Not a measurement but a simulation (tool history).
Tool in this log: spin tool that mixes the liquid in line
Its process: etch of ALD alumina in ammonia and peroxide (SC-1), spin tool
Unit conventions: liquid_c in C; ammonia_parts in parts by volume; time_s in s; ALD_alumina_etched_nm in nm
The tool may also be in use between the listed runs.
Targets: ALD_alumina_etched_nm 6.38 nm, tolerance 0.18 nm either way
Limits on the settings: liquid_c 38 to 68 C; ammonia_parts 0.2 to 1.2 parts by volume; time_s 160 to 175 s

Run 1, hour 0: liquid_c 52 C, ammonia_parts 0.7 parts by volume, time_s 160 s. Result: ALD_alumina_etched_nm 7.4316 nm.
Run 2, hour 2.3: liquid_c 52 C, ammonia_parts 0.7 parts by volume, time_s 160 s. Result: ALD_alumina_etched_nm 7.385 nm.
Run 3, hour 10.2: liquid_c 45.5 C, ammonia_parts 0.7 parts by volume, time_s 160 s. Result: ALD_alumina_etched_nm 5.1382 nm.
Run 4, hour 14.6: liquid_c 45.5 C, ammonia_parts 0.8 parts by volume, time_s 160 s. Result: ALD_alumina_etched_nm 5.2383 nm.
Run 5, hour 16.8: liquid_c 39.5 C, ammonia_parts 0.8 parts by volume, time_s 160 s. Result: ALD_alumina_etched_nm 3.639 nm.
Run 6, hour 17.6: liquid_c 41.5 C, ammonia_parts 0.8 parts by volume, time_s 160 s. Result: ALD_alumina_etched_nm 4.1442 nm.
Run 7, hour 23.1: liquid_c 43 C, ammonia_parts 0.8 parts by volume, time_s 160 s. Result: ALD_alumina_etched_nm 4.536 nm.
Run 8, hour 24.1: liquid_c 43 C, ammonia_parts 0.8 parts by volume, time_s 160 s. Result: ALD_alumina_etched_nm 4.4952 nm.
Run 9, hour 29.3: liquid_c 44.5 C, ammonia_parts 0.8 parts by volume, time_s 160 s. Result: ALD_alumina_etched_nm 4.9317 nm.
Run 10, hour 34.5: liquid_c 45.5 C, ammonia_parts 0.8 parts by volume, time_s 160 s. Result: ALD_alumina_etched_nm 5.2255 nm.
Run 11, hour 43.5: liquid_c 46.5 C, ammonia_parts 0.8 parts by volume, time_s 160 s. Result: ALD_alumina_etched_nm 5.5183 nm.
Run 12, hour 47.2: liquid_c 47 C, ammonia_parts 0.8 parts by volume, time_s 160 s. Result: ALD_alumina_etched_nm 5.7186 nm.
Run 13, hour 53.3: liquid_c 47.5 C, ammonia_parts 0.8 parts by volume, time_s 160 s. Result: ALD_alumina_etched_nm 5.7655 nm.
Run 14, hour 55.9: liquid_c 48 C, ammonia_parts 0.8 parts by volume, time_s 160 s. Result: ALD_alumina_etched_nm 6.0522 nm.
Run 15, hour 60.2: liquid_c 48.5 C, ammonia_parts 0.8 parts by volume, time_s 160 s. Result: ALD_alumina_etched_nm 6.1584 nm.

Exactly one of the 5 candidate moves below puts every result within its allowed miss. Which one?
Run A, hour 64.5: liquid_c 46 C, ammonia_parts 0.85 parts by volume, time_s 175 s. Result: ALD_alumina_etched_nm ?.
Run B, hour 64.5: liquid_c 47.5 C, ammonia_parts 0.8 parts by volume, time_s 160 s. Result: ALD_alumina_etched_nm ?.
Run C, hour 64.5: liquid_c 47 C, ammonia_parts 0.95 parts by volume, time_s 160 s. Result: ALD_alumina_etched_nm ?.
Run D, hour 64.5: liquid_c 49.5 C, ammonia_parts 0.7 parts by volume, time_s 160 s. Result: ALD_alumina_etched_nm ?.
Run E, hour 64.5: liquid_c 45.5 C, ammonia_parts 0.8 parts by volume, time_s 175 s. Result: ALD_alumina_etched_nm ?.

move  ALD_alumina_etched_nm
   A                 5.8303
   B                 5.7663
   C                 5.6995
   D                 6.3627
   E                 5.6349
A: lands further from the targets than the last run did
B: lands further from the targets than the last run did
C: lands further from the targets than the last run did
D: meets every target
E: lands further from the targets than the last run did
The right move is D.

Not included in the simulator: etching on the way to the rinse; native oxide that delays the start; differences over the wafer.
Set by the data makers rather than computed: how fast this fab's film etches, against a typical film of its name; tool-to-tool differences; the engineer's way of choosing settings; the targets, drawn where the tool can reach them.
